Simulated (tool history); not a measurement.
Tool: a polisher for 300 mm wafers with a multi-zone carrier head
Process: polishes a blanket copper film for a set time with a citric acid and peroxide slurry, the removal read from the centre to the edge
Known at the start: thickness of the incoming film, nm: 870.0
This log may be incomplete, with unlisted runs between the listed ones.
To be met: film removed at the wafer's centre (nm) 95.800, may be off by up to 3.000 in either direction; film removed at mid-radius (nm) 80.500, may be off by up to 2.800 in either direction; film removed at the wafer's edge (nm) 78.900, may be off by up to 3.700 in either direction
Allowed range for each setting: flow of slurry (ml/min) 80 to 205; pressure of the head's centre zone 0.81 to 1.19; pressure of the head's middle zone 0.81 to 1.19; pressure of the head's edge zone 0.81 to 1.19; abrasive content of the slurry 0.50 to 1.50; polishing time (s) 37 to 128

| run | hour | flow of slurry (ml/min) | pressure of the head's centre zone | pressure of the head's middle zone | pressure of the head's edge zone | abrasive content of the slurry | polishing time (s) | film removed at the wafer's centre (nm) | film removed at mid-radius (nm) | film removed at the wafer's edge (nm) |
|---|---|---|---|---|---|---|---|---|---|---|
| 1 | 0.0 | 135 | 1.00 | 1.00 | 1.00 | 1.00 | 82 | 148.550 | 146.990 | 144.950 |
| 2 | 2.6 | 135 | 1.00 | 1.00 | 1.04 | 1.00 | 82 | 145.750 | 145.720 | 148.120 |
| 3 | 11.2 | 135 | 1.00 | 0.97 | 1.04 | 1.00 | 82 | 145.850 | 143.930 | 148.620 |
| 4 | 19.3 | 135 | 1.01 | 0.96 | 1.02 | 0.95 | 78 | 139.320 | 136.570 | 139.640 |
| 5 | 23.6 | 135 | 1.03 | 0.95 | 1.01 | 0.90 | 74 | 132.150 | 124.570 | 130.760 |
| 6 | 31.3 | 135 | 1.04 | 0.95 | 0.99 | 0.85 | 71 | 129.100 | 118.810 | 121.770 |
| 7 | 31.9 | 135 | 1.04 | 0.95 | 0.97 | 0.80 | 69 | 123.000 | 115.900 | 117.080 |
| 8 | 38.6 | 135 | 1.05 | 0.94 | 0.96 | 0.75 | 67 | 119.850 | 109.170 | 110.730 |
| 9 | 41.3 | 115 | 1.07 | 0.90 | 0.86 | 0.50 | 52 | 86.382 | 75.559 | 77.496 |
| 10 | 44.4 | 120 | 1.07 | 0.90 | 0.86 | 0.50 | 52 | 87.042 | 75.806 | 76.354 |
| 11 | 51.3 | 125 | 1.07 | 0.90 | 0.86 | 0.50 | 52 | 86.799 | 75.584 | 77.794 |
| 12 | 54.5 | 130 | 1.08 | 0.91 | 0.86 | 0.50 | 52 | 90.432 | 77.981 | 77.298 |
| 13 | 57.5 | 140 | 1.09 | 0.91 | 0.87 | 0.50 | 52 | 93.079 | 78.334 | 78.628 |

Consider the 5 candidate settings below. Which is the only one whose results all fall within their allowed miss of target?
| A | 60.5 | 135 | 1.13 | 0.93 | 0.86 | 0.50 | 53 | ? | ? | ? |
| B | 60.5 | 140 | 1.06 | 0.93 | 0.99 | 0.50 | 50 | ? | ? | ? |
| C | 60.5 | 145 | 1.10 | 0.85 | 0.92 | 0.55 | 50 | ? | ? | ? |
| D | 60.5 | 145 | 1.08 | 0.81 | 0.90 | 0.50 | 51 | ? | ? | ? |
| E | 60.5 | 155 | 1.08 | 0.89 | 0.89 | 0.60 | 49 | ? | ? | ? |

| move | film removed at the wafer's centre (nm) | film removed at mid-radius (nm) | film removed at the wafer's edge (nm) |
|---|---|---|---|
| A | 96.390 | 80.181 | 78.998 |
| B | 86.059 | 76.281 | 79.802 |
| C | 91.200 | 73.657 | 78.663 |
| D | 90.164 | 72.105 | 78.505 |
| E | 90.187 | 76.159 | 77.611 |
A: each result inside its tolerance
B: misses by more than the last run did
C: misses by more than the last run did
D: misses by more than the last run did
E: misses by more than the last run did
A meets every target.
